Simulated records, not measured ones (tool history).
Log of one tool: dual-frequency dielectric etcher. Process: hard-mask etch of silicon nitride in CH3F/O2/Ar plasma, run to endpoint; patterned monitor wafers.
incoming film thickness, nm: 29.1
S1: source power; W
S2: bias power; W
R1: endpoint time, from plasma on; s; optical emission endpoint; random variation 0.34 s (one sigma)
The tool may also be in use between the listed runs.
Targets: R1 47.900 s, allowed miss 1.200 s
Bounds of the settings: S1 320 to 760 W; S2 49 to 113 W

run	hour	S1	S2	R1
1	0.0	540	81	37.848
2	6.8	540	76	38.932
3	13.8	510	74	40.243
4	14.3	460	74	41.420
5	18.2	440	72	42.822
6	21.3	430	71	44.411
7	26.0	420	71	44.671
8	29.4	410	71	45.368
9	35.5	340	68	50.277
10	37.6	350	68	49.577
11	41.1	390	70	46.418

5 next moves are on the table. One of them brings every result within its allowed miss. Which?
A	44.6	400	74	?
B	44.6	390	74	?
C	44.6	410	71	?
D	44.6	370	70	?
E	44.6	410	68	?

move	R1
A	44.781
B	45.311
C	44.952
D	47.410
E	45.668
A: further off than the last run
B: further off than the last run
C: further off than the last run
D: meets every target
E: further off than the last run
Move D is the one to make.

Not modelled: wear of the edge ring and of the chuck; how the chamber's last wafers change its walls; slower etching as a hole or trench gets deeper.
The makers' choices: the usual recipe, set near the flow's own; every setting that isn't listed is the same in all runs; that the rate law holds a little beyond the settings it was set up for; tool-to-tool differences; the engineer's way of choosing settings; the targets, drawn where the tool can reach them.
